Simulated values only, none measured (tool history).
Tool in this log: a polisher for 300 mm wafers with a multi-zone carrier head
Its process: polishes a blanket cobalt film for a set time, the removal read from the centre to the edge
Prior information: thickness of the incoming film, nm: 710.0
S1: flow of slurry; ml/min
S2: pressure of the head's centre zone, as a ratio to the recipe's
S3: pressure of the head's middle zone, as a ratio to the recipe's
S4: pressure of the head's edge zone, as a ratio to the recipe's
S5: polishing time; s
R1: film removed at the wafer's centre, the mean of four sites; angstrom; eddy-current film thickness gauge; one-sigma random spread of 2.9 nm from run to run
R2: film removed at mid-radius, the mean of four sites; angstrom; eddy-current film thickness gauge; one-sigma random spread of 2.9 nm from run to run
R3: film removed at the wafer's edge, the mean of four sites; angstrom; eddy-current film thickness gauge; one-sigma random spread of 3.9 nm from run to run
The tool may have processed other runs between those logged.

Run 1, day 0.000: S1 145 ml/min, S2 1.00, S3 1.00, S4 1.00, S5 50 s. Result: R1 2728.7 angstrom, R2 2584.3 angstrom, R3 2579.8 angstrom.
Run 2, day 0.083: S1 145 ml/min, S2 1.00, S3 1.00, S4 1.05, S5 50 s. Result: R1 2651.2 angstrom, R2 2611.1 angstrom, R3 2656.2 angstrom.
Run 3, day 0.133: S1 155 ml/min, S2 1.01, S3 1.02, S4 1.07, S5 51 s. Result: R1 2824.4 angstrom, R2 2727.1 angstrom, R3 2772.9 angstrom.
Run 4, day 0.258: S1 170 ml/min, S2 1.01, S3 1.02, S4 1.07, S5 51 s. Result: R1 2913.5 angstrom, R2 2781.4 angstrom, R3 2830.9 angstrom.
Run 5, day 0.408: S1 175 ml/min, S2 1.00, S3 1.04, S4 1.08, S5 51 s. Result: R1 2841.1 angstrom, R2 2855.3 angstrom, R3 2836.9 angstrom.
Run 6, day 0.733: S1 175 ml/min, S2 1.00, S3 1.04, S4 1.08, S5 58 s. Result: R1 3309.0 angstrom, R2 3279.1 angstrom, R3 3172.3 angstrom.

Run 7 comes next. What will it give?
Run 7, day 1.075: S1 170 ml/min, S2 0.99, S3 1.04, S4 1.08, S5 58 s. Result: R1 ?, R2 ?, R3 ?.

Run 7 came out at R1 3271.0 angstrom, R2 3243.3 angstrom, R3 3166.0 angstrom.
